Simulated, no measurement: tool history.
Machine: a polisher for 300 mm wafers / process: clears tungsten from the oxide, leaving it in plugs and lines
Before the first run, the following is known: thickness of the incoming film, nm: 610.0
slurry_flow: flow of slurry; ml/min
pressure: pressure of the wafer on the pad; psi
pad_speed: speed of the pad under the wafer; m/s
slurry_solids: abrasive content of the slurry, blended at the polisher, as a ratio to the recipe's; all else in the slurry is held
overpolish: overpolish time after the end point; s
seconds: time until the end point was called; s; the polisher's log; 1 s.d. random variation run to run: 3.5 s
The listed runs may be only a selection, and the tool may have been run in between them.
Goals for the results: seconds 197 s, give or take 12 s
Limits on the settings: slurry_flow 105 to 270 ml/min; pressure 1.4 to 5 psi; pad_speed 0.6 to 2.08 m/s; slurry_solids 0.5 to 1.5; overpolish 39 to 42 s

| run | hour | slurry_flow | pressure | pad_speed | slurry_solids | overpolish | seconds |
|---|---|---|---|---|---|---|---|
| 1 | 0 | 175 | 3.2 | 1.34 | 1 | 39 | 133.15 |
| 2 | 0.7 | 175 | 3.6 | 1.34 | 1 | 39 | 123.28 |
| 3 | 9.5 | 175 | 3.1 | 1.34 | 1 | 39 | 140.31 |
| 4 | 11 | 175 | 3 | 1.34 | 1 | 39 | 146.69 |
| 5 | 15.5 | 175 | 3 | 1.14 | 1 | 39 | 166.55 |
| 6 | 16.6 | 175 | 2.9 | 1.14 | 1 | 39 | 177.75 |
|  | 18.5 | slurry tank refilled with fresh slurry and peroxide |
| 7 | 18.5 | 175 | 2.7 | 1.14 | 1 | 39 | 162.03 |
| 8 | 22.5 | 175 | 2.7 | 1.12 | 1 | 39 | 164.32 |

Which one of the following 4 next-run settings gets every result inside its allowed miss? There is exactly one.
| A | 26.5 | 160 | 2.2 | 1.3 | 1 | 42 | ? |
| B | 26.5 | 165 | 2.6 | 1 | 0.75 | 39 | ? |
| C | 26.5 | 180 | 3 | 1 | 1.15 | 39 | ? |
| D | 26.5 | 115 | 2.7 | 1.2 | 0.9 | 39 | ? |

| move | seconds |
|---|---|
| A | 176.63 |
| B | 203.34 |
| C | 162.64 |
| D | 164.76 |
A: nearer than the last run, and not there yet
B: hits every target within its allowed miss
C: further off than the last run
D: about the same distance from the targets as the last run
The move that meets every target is B.
